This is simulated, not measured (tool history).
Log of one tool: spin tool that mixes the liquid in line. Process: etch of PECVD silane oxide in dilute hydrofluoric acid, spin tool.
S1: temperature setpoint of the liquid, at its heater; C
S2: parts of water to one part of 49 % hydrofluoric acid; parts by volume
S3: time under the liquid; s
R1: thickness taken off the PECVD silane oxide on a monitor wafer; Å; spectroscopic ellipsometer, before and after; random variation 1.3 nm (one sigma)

| run | hour | S1 | S2 | S3 | R1 |
|---|---|---|---|---|---|
| 1 | 0.0 | 21.0 | 210 | 325 | 707.17 |
| 2 | 8.6 | 23.5 | 185 | 325 | 923.40 |
| 3 | 12.3 | 25.0 | 175 | 325 | 1022.70 |
| 4 | 19.9 | 26.0 | 165 | 325 | 1170.20 |
| 5 | 21.2 | 26.0 | 215 | 325 | 815.41 |
| 6 | 26.2 | 26.0 | 255 | 325 | 677.77 |
| 7 | 30.0 | 27.0 | 220 | 325 | 834.78 |
| 8 | 33.7 | 27.5 | 195 | 325 | 981.06 |

The next listed run, before its measurement:
| 9 | 38.6 | 29.0 | 130 | 325 | ? |

R1: 1695.40 Å
